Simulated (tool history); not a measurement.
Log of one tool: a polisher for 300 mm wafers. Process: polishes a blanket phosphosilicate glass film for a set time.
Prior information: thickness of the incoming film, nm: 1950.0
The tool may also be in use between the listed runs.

run    day  flow of slurry (ml/min)  pressure of the wafer on the pad (psi)  speed of the pad under the wafer (m/s)  abrasive content of the slurry  polishing time (s)  film removed (Å)
  1  0.000                      260                                     3.9                                    0.98                             1.0                  73            5667.9
  2  0.333                      230                                     3.9                                    0.98                             1.0                  73            5622.2
  3  0.538                      230                                     3.9                                    0.98                             1.2                  73            6041.5
  4  0.775                      225                                     3.7                                    0.98                             1.2                  73            5652.4
  5  1.104                      225                                     3.7                                    0.88                             1.2                  73            5300.7
  6  1.175                      175                                     3.7                                    0.88                             1.2                  73            5184.7
  7  1.379                      175                                     3.6                                    0.88                             1.2                  73            4946.4
  8  1.596                      175                                     3.5                                    0.88                             1.2                  73            4889.1

Forecast run 9:
     1.688  -- worn pad replaced by a new one
  9  1.688                      175                                     3.4                                    0.88                             1.2                  73                 ?

film removed (Å): 5376.6
